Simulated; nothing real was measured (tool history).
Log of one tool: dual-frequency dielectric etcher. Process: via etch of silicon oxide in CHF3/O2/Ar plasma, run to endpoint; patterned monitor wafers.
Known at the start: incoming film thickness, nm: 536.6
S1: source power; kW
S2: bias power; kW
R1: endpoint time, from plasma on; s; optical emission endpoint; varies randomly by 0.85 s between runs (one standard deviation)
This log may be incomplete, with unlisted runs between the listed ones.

run,day,S1,S2,R1
1,0,0.68,0.202,248.65
2,0.179,0.78,0.202,231.65
3,0.375,0.78,0.222,223.68
4,0.404,0.72,0.222,230.84
5,0.608,0.84,0.222,215.96
6,0.796,0.75,0.218,230.13

The next listed run, before its measurement:
7,0.917,0.68,0.215,?

Run 7 came out at R1 242.03 s.
